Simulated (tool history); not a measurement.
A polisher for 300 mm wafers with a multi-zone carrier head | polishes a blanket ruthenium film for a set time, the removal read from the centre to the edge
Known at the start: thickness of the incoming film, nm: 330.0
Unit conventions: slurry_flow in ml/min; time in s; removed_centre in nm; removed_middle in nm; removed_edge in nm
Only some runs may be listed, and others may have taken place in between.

| run | hour | slurry_flow | centre_zone | middle_zone | edge_zone | time | removed_centre | removed_middle | removed_edge |
|---|---|---|---|---|---|---|---|---|---|
| 1 | 0.0 | 275 | 1.00 | 1.00 | 1.00 | 87 | 81.191 | 77.434 | 80.402 |
| 2 | 2.4 | 285 | 1.02 | 0.98 | 1.05 | 92 | 87.309 | 83.561 | 87.110 |
| 3 | 10.2 | 225 | 1.02 | 0.98 | 1.05 | 92 | 84.175 | 82.720 | 84.623 |
| 4 | 10.8 | 275 | 1.03 | 0.94 | 1.09 | 95 | 91.023 | 83.806 | 91.217 |
| 5 | 15.1 | 275 | 1.07 | 0.94 | 1.09 | 95 | 94.529 | 83.695 | 90.703 |
| 6 | 22.3 | 305 | 1.06 | 0.92 | 1.12 | 97 | 95.825 | 84.845 | 96.012 |
| 7 | 22.8 | 375 | 1.10 | 0.91 | 1.19 | 102 | 108.700 | 89.081 | 104.470 |

Run 8, settings as shown, results not yet in. Your forecast:
| 8 | 31.3 | 370 | 1.09 | 0.90 | 1.19 | 103 | ? | ? | ? |

removed_centre: 107.090 nm
removed_middle: 91.147 nm
removed_edge: 105.520 nm
